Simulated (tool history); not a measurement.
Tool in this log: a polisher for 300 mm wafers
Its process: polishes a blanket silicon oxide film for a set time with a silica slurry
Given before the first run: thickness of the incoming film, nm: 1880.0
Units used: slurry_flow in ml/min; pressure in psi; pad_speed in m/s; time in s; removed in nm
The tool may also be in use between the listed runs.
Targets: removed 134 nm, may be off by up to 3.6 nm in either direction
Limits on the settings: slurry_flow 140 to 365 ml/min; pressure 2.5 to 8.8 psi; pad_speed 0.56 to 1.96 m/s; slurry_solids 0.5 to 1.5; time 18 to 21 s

Run 1, day 0: slurry_flow 235 ml/min, pressure 5.6 psi, pad_speed 1.26 m/s, slurry_solids 1, time 21 s. Result: removed 57.183 nm.
Run 2, day 0.167: slurry_flow 240 ml/min, pressure 6.6 psi, pad_speed 1.38 m/s, slurry_solids 1, time 21 s. Result: removed 68.628 nm.
Run 3, day 0.292: slurry_flow 240 ml/min, pressure 6.6 psi, pad_speed 1.38 m/s, slurry_solids 0.8, time 21 s. Result: removed 60.375 nm.
Run 4, day 0.633: slurry_flow 240 ml/min, pressure 6.6 psi, pad_speed 1.38 m/s, slurry_solids 0.95, time 21 s. Result: removed 65.526 nm.
Run 5, day 0.925: slurry_flow 240 ml/min, pressure 6.6 psi, pad_speed 1.38 m/s, slurry_solids 0.8, time 21 s. Result: removed 59.61 nm.
Run 6, day 0.954: slurry_flow 245 ml/min, pressure 7.3 psi, pad_speed 1.56 m/s, slurry_solids 0.9, time 21 s. Result: removed 78.501 nm.
Run 7, day 1.017: slurry_flow 250 ml/min, pressure 7.8 psi, pad_speed 1.68 m/s, slurry_solids 0.95, time 21 s. Result: removed 93.247 nm.
Run 8, day 1.317: slurry_flow 250 ml/min, pressure 8.1 psi, pad_speed 1.76 m/s, slurry_solids 1, time 21 s. Result: removed 102.38 nm.
Run 9, day 1.462: slurry_flow 255 ml/min, pressure 8.3 psi, pad_speed 1.82 m/s, slurry_solids 1.05, time 21 s. Result: removed 110.68 nm.
Run 10, day 1.8: slurry_flow 255 ml/min, pressure 8.5 psi, pad_speed 1.86 m/s, slurry_solids 1.1, time 21 s. Result: removed 115.58 nm.
Run 11, day 1.858: slurry_flow 255 ml/min, pressure 8.5 psi, pad_speed 1.86 m/s, slurry_solids 1.1, time 21 s. Result: removed 117.55 nm.
At day 2.104: conditioning disc replaced and pad reconditioned.
Run 12, day 2.104: slurry_flow 260 ml/min, pressure 8.6 psi, pad_speed 1.9 m/s, slurry_solids 1.15, time 21 s. Result: removed 203.62 nm.
Run 13, day 2.221: slurry_flow 245 ml/min, pressure 8.6 psi, pad_speed 1.9 m/s, slurry_solids 1.15, time 21 s. Result: removed 200.5 nm.
Run 14, day 2.3: slurry_flow 260 ml/min, pressure 8.6 psi, pad_speed 1.9 m/s, slurry_solids 1.15, time 21 s. Result: removed 203.9 nm.
Run 15, day 2.617: slurry_flow 260 ml/min, pressure 8.6 psi, pad_speed 1.9 m/s, slurry_solids 1.15, time 21 s. Result: removed 200.21 nm.
Run 16, day 2.858: slurry_flow 230 ml/min, pressure 8.5 psi, pad_speed 1.9 m/s, slurry_solids 1.15, time 21 s. Result: removed 201.58 nm.
Run 17, day 3.15: slurry_flow 240 ml/min, pressure 6.9 psi, pad_speed 1.88 m/s, slurry_solids 1.15, time 21 s. Result: removed 161.63 nm.
Run 18, day 3.442: slurry_flow 260 ml/min, pressure 6.8 psi, pad_speed 1.88 m/s, slurry_solids 1.15, time 21 s. Result: removed 160.35 nm.

Exercise: of the 5 proposed moves below, exactly one satisfies all targets within the stated allowed misses. Which move is it?
Run A, day 3.733: slurry_flow 275 ml/min, pressure 6 psi, pad_speed 1.88 m/s, slurry_solids 1.25, time 18 s. Result: removed ?.
Run B, day 3.733: slurry_flow 265 ml/min, pressure 6.1 psi, pad_speed 1.74 m/s, slurry_solids 1.05, time 20 s. Result: removed ?.
Run C, day 3.733: slurry_flow 265 ml/min, pressure 6.6 psi, pad_speed 1.84 m/s, slurry_solids 1.1, time 18 s. Result: removed ?.
Run D, day 3.733: slurry_flow 240 ml/min, pressure 7.9 psi, pad_speed 1.54 m/s, slurry_solids 1.05, time 18 s. Result: removed ?.
Run E, day 3.733: slurry_flow 240 ml/min, pressure 7.5 psi, pad_speed 1.8 m/s, slurry_solids 1, time 18 s. Result: removed ?.

move  removed
   A   127.22
   B    124.1
   C   129.01
   D   129.18
   E   135.71
A: takes the result that was furthest off past its target
B: takes the result that was furthest off past its target
C: takes the result that was furthest off past its target
D: takes the result that was furthest off past its target
E: all results in spec
The move that meets every target is E.
